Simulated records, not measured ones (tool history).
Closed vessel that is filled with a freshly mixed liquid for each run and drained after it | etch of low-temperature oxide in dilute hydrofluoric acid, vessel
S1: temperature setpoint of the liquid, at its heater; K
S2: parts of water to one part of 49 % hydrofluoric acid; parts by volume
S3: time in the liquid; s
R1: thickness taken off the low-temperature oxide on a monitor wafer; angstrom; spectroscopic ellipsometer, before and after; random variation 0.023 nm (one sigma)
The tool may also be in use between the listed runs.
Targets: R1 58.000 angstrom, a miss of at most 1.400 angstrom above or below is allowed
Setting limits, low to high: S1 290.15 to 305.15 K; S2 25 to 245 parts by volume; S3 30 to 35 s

{"run": 1, "hour": 0.0, "S1": 297.15, "S2": 135, "S3": 35, "R1": 61.432}
{"run": 2, "hour": 3.3, "S1": 297.15, "S2": 165, "S3": 35, "R1": 48.48}
{"run": 3, "hour": 4.8, "S1": 294.15, "S2": 165, "S3": 35, "R1": 43.076}
{"run": 4, "hour": 10.2, "S1": 294.15, "S2": 185, "S3": 35, "R1": 37.646}
{"run": 5, "hour": 14.1, "S1": 297.15, "S2": 180, "S3": 35, "R1": 43.896}
{"run": 6, "hour": 19.0, "S1": 297.15, "S2": 225, "S3": 35, "R1": 33.406}
{"run": 7, "hour": 21.9, "S1": 301.15, "S2": 175, "S3": 35, "R1": 52.782}
{"run": 8, "hour": 30.9, "S1": 302.15, "S2": 175, "S3": 35, "R1": 54.688}
{"run": 9, "hour": 33.4, "S1": 302.65, "S2": 175, "S3": 35, "R1": 55.521}

Exactly one of the 4 candidate moves below puts every result within its allowed miss. Which one?
{"run": "A", "hour": 35.9, "S1": 302.15, "S2": 155, "S3": 30, "R1": "?"}
{"run": "B", "hour": 35.9, "S1": 301.65, "S2": 145, "S3": 30, "R1": "?"}
{"run": "C", "hour": 35.9, "S1": 304.15, "S2": 160, "S3": 30, "R1": "?"}
{"run": "D", "hour": 35.9, "S1": 304.65, "S2": 185, "S3": 35, "R1": "?"}

move=A R1=53.825
move=B R1=57.178
move=C R1=55.728
move=D R1=55.463
A: lands further from the targets than the last run did
B: every result within its allowed miss
C: nearer than the last run, and not there yet
D: neither nearer nor further off than the last run
B meets every target.
